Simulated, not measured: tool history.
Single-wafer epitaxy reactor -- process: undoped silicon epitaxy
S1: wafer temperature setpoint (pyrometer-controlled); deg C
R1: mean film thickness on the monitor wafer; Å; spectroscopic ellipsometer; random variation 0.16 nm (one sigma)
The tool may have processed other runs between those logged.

run 1 hour=0.0 | S1=635 deposition_time_(s)=338 | R1=387.36
run 2 hour=4.5 | S1=625 deposition_time_(s)=338 | R1=300.91
run 3 hour=9.9 | S1=624 deposition_time_(s)=338 | R1=291.69
run 4 hour=10.6 | S1=624 deposition_time_(s)=373 | R1=319.78
run 5 hour=12.3 | S1=624 deposition_time_(s)=389 | R1=336.30
run 6 hour=19.3 | S1=622 deposition_time_(s)=389 | R1=317.57

What does the tool deliver on the next run?
run 7 hour=27.5 | S1=621 deposition_time_(s)=389 | R1=?

Run 7 measured R1 307.57 Å.

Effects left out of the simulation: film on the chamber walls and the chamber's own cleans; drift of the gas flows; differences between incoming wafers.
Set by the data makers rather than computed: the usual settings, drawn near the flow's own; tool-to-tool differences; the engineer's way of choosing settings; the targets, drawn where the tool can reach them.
